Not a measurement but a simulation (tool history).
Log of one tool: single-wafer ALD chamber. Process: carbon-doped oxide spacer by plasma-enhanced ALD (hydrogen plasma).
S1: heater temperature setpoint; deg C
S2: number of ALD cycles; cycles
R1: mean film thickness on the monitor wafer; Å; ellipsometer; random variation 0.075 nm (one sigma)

| run | hour | S1 | S2 | R1 |
|---|---|---|---|---|
| 1 | 0 | 425 | 254 | 116.37 |
| 2 | 8.5 | 425 | 272 | 123.68 |
| 3 | 12.5 | 423 | 275 | 127.06 |
| 4 | 16.2 | 431 | 275 | 124.33 |
| 5 | 17.7 | 430 | 279 | 125.23 |
| 6 | 22.3 | 428 | 281 | 128.33 |

Run 7 comes next. What will it give?
| 7 | 25.6 | 427 | 283 | ? |

{"run 7": {"R1": 129.64}}

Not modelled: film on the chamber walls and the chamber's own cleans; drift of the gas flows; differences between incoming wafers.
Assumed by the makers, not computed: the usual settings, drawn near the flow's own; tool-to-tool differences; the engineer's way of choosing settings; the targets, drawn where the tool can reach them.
